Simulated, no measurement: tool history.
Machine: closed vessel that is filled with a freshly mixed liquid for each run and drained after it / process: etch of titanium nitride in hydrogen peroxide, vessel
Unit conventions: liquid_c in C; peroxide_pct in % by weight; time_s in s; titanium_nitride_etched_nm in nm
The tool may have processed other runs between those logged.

run  hour  liquid_c  peroxide_pct  time_s  titanium_nitride_etched_nm
  1   0.0        56            24     155                      8.6467
  2   7.1        56            24     170                      9.5323
  3  13.1        56            21     170                      9.2614
  4  18.1        54            21     170                      8.0260
  5  26.0        54            17     170                      7.6749
  6  33.7        54            17     155                      6.9295
  7  38.3        48            17     155                      4.5603

Estimate the outcome of run 8 from the log above:
  8  46.6        48            17     155                           ?

Run 8 yielded titanium_nitride_etched_nm 4.5567 nm.
